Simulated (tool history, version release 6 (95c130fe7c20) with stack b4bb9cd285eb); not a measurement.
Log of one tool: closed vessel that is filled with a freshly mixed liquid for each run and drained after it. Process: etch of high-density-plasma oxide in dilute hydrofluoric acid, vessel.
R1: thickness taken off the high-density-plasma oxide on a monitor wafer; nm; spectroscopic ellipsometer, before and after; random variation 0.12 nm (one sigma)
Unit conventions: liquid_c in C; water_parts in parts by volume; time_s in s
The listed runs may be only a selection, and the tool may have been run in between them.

run 1 day=0.000 | liquid_c=22.0 water_parts=265 time_s=440 | R1=7.6000
run 2 day=0.188 | liquid_c=22.0 water_parts=265 time_s=440 | R1=7.7650
run 3 day=0.467 | liquid_c=22.0 water_parts=265 time_s=440 | R1=7.8327
run 4 day=0.675 | liquid_c=19.0 water_parts=265 time_s=440 | R1=6.9508
run 5 day=1.050 | liquid_c=21.0 water_parts=250 time_s=440 | R1=7.9362
run 6 day=1.142 | liquid_c=24.5 water_parts=250 time_s=440 | R1=9.0933
run 7 day=1.500 | liquid_c=25.5 water_parts=240 time_s=440 | R1=10.0170

What does the tool deliver on the next run?
run 8 day=1.558 | liquid_c=26.5 water_parts=235 time_s=440 | R1=?

For run 8 the tool returned R1 10.5140 nm.
